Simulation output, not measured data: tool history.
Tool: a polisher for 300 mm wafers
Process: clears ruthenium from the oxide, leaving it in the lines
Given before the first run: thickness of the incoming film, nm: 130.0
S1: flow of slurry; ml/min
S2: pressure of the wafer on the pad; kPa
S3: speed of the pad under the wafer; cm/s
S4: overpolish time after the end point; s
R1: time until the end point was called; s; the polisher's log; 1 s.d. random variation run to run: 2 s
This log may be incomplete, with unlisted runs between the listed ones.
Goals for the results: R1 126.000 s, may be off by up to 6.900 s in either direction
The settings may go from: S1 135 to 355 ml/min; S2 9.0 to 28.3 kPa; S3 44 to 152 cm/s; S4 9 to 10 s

run,hour,S1,S2,S3,S4,R1
1,0.0,225,18.6,98,10,97.805
2,2.7,225,18.6,98,9,95.148
3,10.6,225,22.8,98,9,80.056
4,12.8,225,21.4,96,9,83.457
5,14.2,225,25.5,96,9,71.463
# hour 20.2: worn pad replaced by a new one
6,20.2,225,24.1,94,9,68.496
7,21.2,225,22.8,94,9,72.005
8,27.2,225,21.4,96,9,74.508
9,32.4,220,19.3,96,9,83.676
10,36.9,220,14.5,90,9,118.370

Which of these 4 next moves meets every target?
A,41.4,185,13.8,106,10,?
B,41.4,215,16.5,88,9,?
C,41.4,235,14.5,82,10,?
D,41.4,145,13.8,116,10,?

move,R1
A,112.120
B,106.080
C,125.690
D,109.330
A: the biggest miss grows against the last run
B: the biggest miss grows against the last run
C: all results in spec
D: the biggest miss grows against the last run
C is the move that brings every result within its allowed miss.
